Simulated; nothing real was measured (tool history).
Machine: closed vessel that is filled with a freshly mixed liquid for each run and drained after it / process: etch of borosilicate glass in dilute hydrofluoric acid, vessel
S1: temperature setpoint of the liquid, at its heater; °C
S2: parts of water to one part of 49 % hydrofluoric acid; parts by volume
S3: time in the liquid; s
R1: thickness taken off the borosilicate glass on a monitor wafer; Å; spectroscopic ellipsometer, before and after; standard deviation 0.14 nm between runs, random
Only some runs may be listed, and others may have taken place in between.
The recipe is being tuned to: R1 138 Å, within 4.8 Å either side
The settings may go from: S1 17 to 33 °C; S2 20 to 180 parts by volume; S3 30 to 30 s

Run 1, hour 0: S1 25 °C, S2 100 parts by volume, S3 30 s. Result: R1 94.863 Å.
Run 2, hour 5: S1 25 °C, S2 100 parts by volume, S3 30 s. Result: R1 95.08 Å.
Run 3, hour 14.2: S1 25 °C, S2 85 parts by volume, S3 30 s. Result: R1 113.78 Å.
Run 4, hour 18.5: S1 25 °C, S2 85 parts by volume, S3 30 s. Result: R1 112.29 Å.
Run 5, hour 27.1: S1 25 °C, S2 60 parts by volume, S3 30 s. Result: R1 163.72 Å.
Run 6, hour 31.5: S1 25 °C, S2 85 parts by volume, S3 30 s. Result: R1 113.96 Å.
Run 7, hour 36.6: S1 26 °C, S2 85 parts by volume, S3 30 s. Result: R1 118.87 Å.
Run 8, hour 40.8: S1 27 °C, S2 85 parts by volume, S3 30 s. Result: R1 123.58 Å.

Which single option among these 5 for the next run brings every result within its allowed miss of target? Just one does.
Run A, hour 45: S1 26.5 °C, S2 70 parts by volume, S3 30 s. Result: R1 ?.
Run B, hour 45: S1 26 °C, S2 75 parts by volume, S3 30 s. Result: R1 ?.
Run C, hour 45: S1 24 °C, S2 90 parts by volume, S3 30 s. Result: R1 ?.
Run D, hour 45: S1 26.5 °C, S2 80 parts by volume, S3 30 s. Result: R1 ?.
Run E, hour 45: S1 24 °C, S2 75 parts by volume, S3 30 s. Result: R1 ?.

move      R1
   A  150.85
   B  137.09
   C  103.48
   D  130.21
   E  126.55
A: takes the biggest miss from the last run beyond its target
B: every result lands within tolerance
C: its largest miss is bigger than the last run's
D: gains on the last run, yet a result remains outside its allowed miss
E: gains on the last run, yet a result remains outside its allowed miss
Correct choice: B, which meets every target
